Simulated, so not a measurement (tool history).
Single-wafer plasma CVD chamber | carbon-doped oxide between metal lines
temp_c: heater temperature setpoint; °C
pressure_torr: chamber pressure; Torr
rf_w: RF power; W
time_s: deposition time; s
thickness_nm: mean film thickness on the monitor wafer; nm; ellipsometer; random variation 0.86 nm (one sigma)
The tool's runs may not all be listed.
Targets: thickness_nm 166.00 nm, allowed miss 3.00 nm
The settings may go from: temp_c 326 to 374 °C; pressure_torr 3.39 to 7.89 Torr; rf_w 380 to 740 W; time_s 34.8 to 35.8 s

run  hour  temp_c  pressure_torr  rf_w  time_s  thickness_nm
  1   0.0     350           5.64   560    34.8        190.61
  2   7.4     350           5.64   620    34.8        203.62
  3  14.1     350           5.64   620    35.8        211.41
  4  22.2     352           5.47   600    35.7        205.14
  5  27.3     352           4.55   600    35.7        200.31
  6  35.9     352           4.55   555    35.7        191.78
  7  43.0     353           4.44   540    35.7        188.55
  8  48.5     354           4.34   525    35.7        182.99
  9  54.1     355           4.24   520    35.7        182.60
 10  58.8     356           4.15   510    35.7        177.97
     63.6  -- thermocouple changed; heater temperature recalibrated
 11  63.6     358           4.08   510    35.7        180.20
 12  71.2     358           4.06   500    35.7        177.77
 13  75.5     358           4.03   490    35.7        174.76

4 next moves are on the table. One of them brings every result within its allowed miss. Which?
  A  79.8     358           3.58   515    34.9             ?
  B  79.8     372           3.92   510    35.8             ?
  C  79.8     356           4.74   455    35.0             ?
  D  79.8     359           4.01   500    34.8             ?

move  thickness_nm
   A        174.35
   B        173.44
   C        165.92
   D        171.67
A: as far off as the last run
B: nearer than the last run, and not there yet
C: meets every target
D: nearer than the last run, and not there yet
Move C is the one to make.
